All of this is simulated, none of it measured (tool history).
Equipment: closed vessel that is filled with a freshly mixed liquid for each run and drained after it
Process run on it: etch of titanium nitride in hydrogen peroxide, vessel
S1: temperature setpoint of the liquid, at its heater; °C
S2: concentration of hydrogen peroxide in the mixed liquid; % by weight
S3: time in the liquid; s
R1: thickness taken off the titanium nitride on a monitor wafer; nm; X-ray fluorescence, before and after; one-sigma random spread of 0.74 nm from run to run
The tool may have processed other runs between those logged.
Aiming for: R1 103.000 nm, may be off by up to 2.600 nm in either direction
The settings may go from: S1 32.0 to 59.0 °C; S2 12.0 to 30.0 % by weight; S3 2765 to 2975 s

run  hour    S1    S2    S3       R1
  1   0.0  43.0  22.5  2765   38.986
  2   5.7  43.0  22.5  2765   38.723
  3   8.0  36.0  22.5  2765   22.597
  4  11.8  43.0  22.5  2765   38.369
  5  19.9  46.5  22.5  2765   50.452
  6  24.2  46.5  22.5  2765   50.141
  7  29.5  49.0  22.5  2765   60.475
  8  34.4  51.0  22.5  2765   69.956
  9  35.0  52.5  22.5  2765   77.700
 10  40.7  53.5  22.5  2765   83.652
 11  49.6  57.0  22.5  2765  105.910

Exactly one of the 4 candidate moves below puts every result within its allowed miss. Which one?
  A  58.5  56.0  24.5  2975   ?
  B  58.5  55.0  25.0  2975   ?
  C  58.5  58.0  22.0  2765   ?
  D  58.5  56.5  30.0  2765   ?

move       R1
   A  108.480
   B  101.610
   C  113.120
   D  109.140
A: its largest miss is bigger than the last run's
B: in spec on every target
C: its largest miss is bigger than the last run's
D: its largest miss is bigger than the last run's
Answer: B

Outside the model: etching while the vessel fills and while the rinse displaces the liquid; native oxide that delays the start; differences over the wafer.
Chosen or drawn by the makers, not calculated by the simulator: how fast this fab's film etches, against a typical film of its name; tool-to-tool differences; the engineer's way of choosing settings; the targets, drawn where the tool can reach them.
